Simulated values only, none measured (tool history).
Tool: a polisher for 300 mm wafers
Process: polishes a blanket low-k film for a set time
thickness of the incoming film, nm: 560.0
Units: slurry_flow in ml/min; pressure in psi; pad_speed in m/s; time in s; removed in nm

| run | hour | slurry_flow | pressure | pad_speed | slurry_solids | time | removed |
|---|---|---|---|---|---|---|---|
| 1 | 0 | 185 | 2.3 | 1.14 | 1 | 43 | 18.883 |
| 2 | 8.8 | 200 | 2.6 | 1.14 | 1 | 43 | 20.957 |
| 3 | 10.2 | 220 | 2.6 | 1.14 | 1 | 43 | 21.448 |
| 4 | 15.1 | 220 | 2.6 | 0.96 | 1 | 43 | 19.151 |
| 5 | 22.5 | 225 | 2.9 | 1 | 1 | 43 | 21.279 |
| 6 | 26.6 | 245 | 2.9 | 1 | 1 | 43 | 21.745 |
| 7 | 29.4 | 245 | 2.9 | 1 | 1 | 43 | 21.532 |
| 8 | 33 | 245 | 3.1 | 1.06 | 1 | 43 | 23.998 |
| 9 | 37.9 | 245 | 3.3 | 1.1 | 1 | 43 | 26.137 |
| 10 | 41.2 | 250 | 3.4 | 1.14 | 1 | 43 | 27.697 |
| 11 | 46.9 | 250 | 3.5 | 1.16 | 1 | 43 | 28.524 |

Forecast run 12:
| 12 | 53.4 | 255 | 3.5 | 1.18 | 1 | 43 | ? |

removed: 29.357 nm
